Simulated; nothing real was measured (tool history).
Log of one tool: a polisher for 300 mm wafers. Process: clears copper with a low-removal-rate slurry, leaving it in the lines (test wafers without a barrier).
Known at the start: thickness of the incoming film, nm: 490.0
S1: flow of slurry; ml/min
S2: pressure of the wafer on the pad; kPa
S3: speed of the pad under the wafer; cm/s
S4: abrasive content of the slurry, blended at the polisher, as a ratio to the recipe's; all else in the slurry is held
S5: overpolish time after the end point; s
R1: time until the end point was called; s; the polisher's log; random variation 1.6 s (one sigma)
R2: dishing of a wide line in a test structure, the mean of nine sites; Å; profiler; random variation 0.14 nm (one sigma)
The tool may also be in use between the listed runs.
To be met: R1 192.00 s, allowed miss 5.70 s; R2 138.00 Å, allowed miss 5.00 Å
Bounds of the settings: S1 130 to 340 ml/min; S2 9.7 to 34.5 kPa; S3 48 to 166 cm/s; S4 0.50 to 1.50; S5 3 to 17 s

run 1 day=0.000 | S1=220 S2=22.1 S3=106 S4=1.00 S5=9 | R1=160.38 R2=233.65
run 2 day=0.354 | S1=220 S2=22.1 S3=80 S4=1.00 S5=9 | R1=207.52 R2=190.43
run 3 day=0.612 | S1=220 S2=22.1 S3=64 S4=1.00 S5=9 | R1=253.14 R2=153.32
run 4 day=0.938 | S1=220 S2=22.1 S3=64 S4=1.00 S5=11 | R1=257.70 R2=185.58
run 5 day=1.146 | S1=230 S2=23.4 S3=64 S4=1.00 S5=9 | R1=238.43 R2=166.34
run 6 day=1.446 | S1=230 S2=24.8 S3=64 S4=1.00 S5=8 | R1=228.04 R2=155.08
run 7 day=1.471 | S1=235 S2=26.2 S3=64 S4=1.00 S5=7 | R1=217.46 R2=144.21
run 8 day=1.688 | S1=235 S2=27.6 S3=64 S4=1.00 S5=7 | R1=202.59 R2=151.63
run 9 day=1.746 | S1=235 S2=28.3 S3=64 S4=1.00 S5=7 | R1=200.37 R2=153.13
run 10 day=1.996 | S1=235 S2=29.0 S3=64 S4=1.00 S5=7 | R1=197.09 R2=160.47

4 next moves are on the table. One of them brings every result within its allowed miss. Which?
run A day=2.246 | S1=255 S2=24.8 S3=76 S4=1.00 S5=6 | R1=? R2=?
run B day=2.246 | S1=165 S2=29.0 S3=64 S4=0.85 S5=6 | R1=? R2=?
run C day=2.246 | S1=250 S2=26.2 S3=66 S4=0.95 S5=6 | R1=? R2=?
run D day=2.246 | S1=255 S2=28.3 S3=60 S4=1.00 S5=6 | R1=? R2=?

move=A R1=192.28 R2=137.14
move=B R1=211.23 R2=125.68
move=C R1=209.80 R2=126.35
move=D R1=210.47 R2=126.08
A: meets every target
B: takes the result that was furthest off past its target
C: takes the result that was furthest off past its target
D: takes the result that was furthest off past its target
Answer: A

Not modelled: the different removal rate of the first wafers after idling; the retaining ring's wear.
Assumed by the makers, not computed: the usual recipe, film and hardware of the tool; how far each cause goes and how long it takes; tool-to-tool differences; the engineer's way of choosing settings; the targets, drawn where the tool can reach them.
